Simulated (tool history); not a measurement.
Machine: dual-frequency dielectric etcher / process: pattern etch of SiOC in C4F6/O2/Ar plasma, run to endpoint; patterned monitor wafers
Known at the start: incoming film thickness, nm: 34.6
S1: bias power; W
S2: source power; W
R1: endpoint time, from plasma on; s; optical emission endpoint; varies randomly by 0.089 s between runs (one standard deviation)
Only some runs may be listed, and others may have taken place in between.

run	hour	S1	S2	R1
1	0	521	310	13.788
2	8.2	521	340	13.165
3	16.9	470	330	14.181
4	25	470	300	14.939
5	28.9	453	300	15.316
6	33.5	453	330	14.285

Run 7 comes next. What will it give?
7	38.5	349	310	?

R1: 17.497 s

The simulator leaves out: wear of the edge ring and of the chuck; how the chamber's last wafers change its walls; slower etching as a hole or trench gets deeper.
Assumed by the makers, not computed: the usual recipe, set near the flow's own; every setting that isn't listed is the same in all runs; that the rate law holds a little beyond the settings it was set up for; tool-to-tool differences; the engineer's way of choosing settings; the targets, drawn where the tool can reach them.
